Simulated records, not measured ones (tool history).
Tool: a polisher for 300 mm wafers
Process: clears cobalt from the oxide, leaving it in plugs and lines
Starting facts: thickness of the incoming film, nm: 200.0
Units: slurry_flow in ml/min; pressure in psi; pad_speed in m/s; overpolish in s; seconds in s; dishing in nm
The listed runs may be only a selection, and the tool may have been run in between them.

run,hour,slurry_flow,pressure,pad_speed,overpolish,seconds,dishing
1,0,280,2.3,0.9,9,44.288,18.251
2,3.9,280,2,0.9,9,51.275,17.725
3,12.4,280,2,0.9,7,50.644,15.876
4,21,280,1.9,0.9,7,52.52,15.295
5,23.6,335,1.9,0.9,7,51.589,15.561
6,32.3,335,1.9,0.9,4,52.086,10.763
7,40.4,320,1.8,0.94,5,53.29,12.545

Expected results for the next run?
8,43.8,240,1.6,1.02,6,?,?

{"run 8": {"seconds": 56.154, "dishing": 13.493}}
